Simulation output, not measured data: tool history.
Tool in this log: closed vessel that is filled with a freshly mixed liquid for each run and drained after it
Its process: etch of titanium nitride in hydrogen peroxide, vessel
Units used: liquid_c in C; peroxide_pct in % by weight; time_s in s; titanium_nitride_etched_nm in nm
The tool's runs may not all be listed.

| run | hour | liquid_c | peroxide_pct | time_s | titanium_nitride_etched_nm |
|---|---|---|---|---|---|
| 1 | 0.0 | 45.0 | 16 | 70 | 3.4860 |
| 2 | 3.5 | 50.5 | 16 | 70 | 5.2607 |
| 3 | 8.0 | 50.5 | 16 | 70 | 5.2560 |
| 4 | 17.3 | 47.5 | 16 | 70 | 4.2306 |
| 5 | 20.8 | 54.5 | 16 | 70 | 6.9121 |
| 6 | 26.4 | 54.5 | 16 | 70 | 6.9700 |
| 7 | 34.2 | 51.0 | 16 | 70 | 5.4083 |
| 8 | 39.2 | 48.0 | 16 | 70 | 4.3780 |
| 9 | 40.3 | 45.5 | 16 | 70 | 3.6963 |
| 10 | 43.3 | 43.5 | 16 | 70 | 3.1476 |
| 11 | 47.2 | 42.0 | 16 | 70 | 2.8095 |
| 12 | 51.9 | 41.0 | 16 | 70 | 2.5836 |
| 13 | 55.7 | 40.5 | 16 | 70 | 2.4815 |
| 14 | 60.5 | 40.0 | 16 | 70 | 2.4296 |
| 15 | 64.0 | 39.5 | 16 | 70 | 2.2847 |
| 16 | 71.2 | 39.0 | 16 | 70 | 2.2340 |
| 17 | 80.0 | 39.0 | 16 | 70 | 2.2241 |

Predict the results of run 18:
| 18 | 87.3 | 38.5 | 16 | 70 | ? |

{"run 18": {"titanium_nitride_etched_nm": 2.1452}}

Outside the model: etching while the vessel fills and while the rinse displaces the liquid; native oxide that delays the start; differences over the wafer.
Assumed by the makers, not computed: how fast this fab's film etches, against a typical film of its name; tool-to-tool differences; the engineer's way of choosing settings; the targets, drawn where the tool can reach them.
